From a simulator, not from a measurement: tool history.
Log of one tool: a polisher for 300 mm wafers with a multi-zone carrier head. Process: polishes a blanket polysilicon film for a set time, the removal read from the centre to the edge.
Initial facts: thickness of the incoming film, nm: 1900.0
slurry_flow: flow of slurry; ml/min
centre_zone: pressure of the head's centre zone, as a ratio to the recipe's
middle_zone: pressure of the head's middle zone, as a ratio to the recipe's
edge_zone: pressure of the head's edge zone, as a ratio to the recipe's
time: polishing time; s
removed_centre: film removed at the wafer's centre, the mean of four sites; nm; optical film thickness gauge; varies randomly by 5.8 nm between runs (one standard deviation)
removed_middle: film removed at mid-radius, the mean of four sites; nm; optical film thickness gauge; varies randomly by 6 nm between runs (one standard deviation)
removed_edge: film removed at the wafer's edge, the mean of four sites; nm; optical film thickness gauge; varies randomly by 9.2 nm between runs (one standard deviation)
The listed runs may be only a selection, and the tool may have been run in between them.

run  hour  slurry_flow  centre_zone  middle_zone  edge_zone  time  removed_centre  removed_middle  removed_edge
  1   0.0          310         1.00         1.00       1.00    77          725.99          746.18        740.55
  2   1.4          310         0.96         1.00       1.00    77          702.19          735.18        734.80
  3   8.1          310         0.96         1.00       1.00    59          525.36          561.93        561.44
  4  12.6          320         1.01         1.01       1.04    64          604.20          623.35        627.49
  5  15.5          335         1.05         1.01       1.08    68          677.76          658.81        687.88
  6  22.1          345         1.08         1.03       1.11    71          734.17          707.25        718.80
  7  23.0          350         1.09         1.03       1.13    74          764.20          733.37        755.92
  8  24.9          355         1.10         1.03       1.14    76          807.29          752.07        790.66
  9  26.3          365         1.11         1.04       1.15    77          817.01          777.06        799.74
 10  35.0          370         1.12         1.04       1.16    78          839.03          791.57        817.16
 11  37.1          380         1.13         1.04       1.17    79          858.68          793.32        825.52

Run 12 has not been measured yet. What should we expect?
 12  45.3          380         1.13         1.04       1.17    80               ?               ?             ?

{"run 12": {"removed_centre": 878.14, "removed_middle": 809.24, "removed_edge": 843.39}}

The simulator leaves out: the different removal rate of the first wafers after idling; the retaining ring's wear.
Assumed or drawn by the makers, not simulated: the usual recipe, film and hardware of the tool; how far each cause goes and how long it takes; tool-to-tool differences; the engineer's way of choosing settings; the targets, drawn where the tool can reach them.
